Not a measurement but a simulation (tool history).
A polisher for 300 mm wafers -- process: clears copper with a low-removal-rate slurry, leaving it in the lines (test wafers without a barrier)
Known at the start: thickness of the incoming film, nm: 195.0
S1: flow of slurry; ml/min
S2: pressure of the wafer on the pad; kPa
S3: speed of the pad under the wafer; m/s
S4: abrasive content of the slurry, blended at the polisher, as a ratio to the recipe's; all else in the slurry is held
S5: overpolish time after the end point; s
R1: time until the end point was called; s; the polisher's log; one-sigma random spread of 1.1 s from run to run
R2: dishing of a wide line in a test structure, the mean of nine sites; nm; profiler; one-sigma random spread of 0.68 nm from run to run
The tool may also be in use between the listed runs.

| run | hour | S1 | S2 | S3 | S4 | S5 | R1 | R2 |
|---|---|---|---|---|---|---|---|---|
| 1 | 0 | 240 | 15.9 | 1.08 | 1 | 18 | 66.02 | 32.737 |
| 2 | 2.9 | 240 | 15.9 | 1.08 | 1 | 15 | 67.224 | 28.769 |
| 3 | 11 | 240 | 15.9 | 1.08 | 1 | 21 | 68.82 | 37.417 |
| 4 | 12.5 | 240 | 15.9 | 1.08 | 1 | 22 | 66.924 | 38.545 |
| 5 | 15.4 | 215 | 15.9 | 1.08 | 1 | 22 | 68.419 | 37.812 |
| 6 | 18.1 | 245 | 15.9 | 1.08 | 1 | 22 | 67.936 | 38.838 |
| 7 | 25.8 | 245 | 15.9 | 1.08 | 1 | 23 | 68.813 | 40.219 |
| 8 | 27.9 | 245 | 15.9 | 1.08 | 1 | 24 | 69.384 | 42.152 |

What will run 9 give?
| 9 | 28.9 | 245 | 15.2 | 1.08 | 1 | 26 | ? | ? |

Run 9 produced R1 72.709 s, R2 42.4 nm.
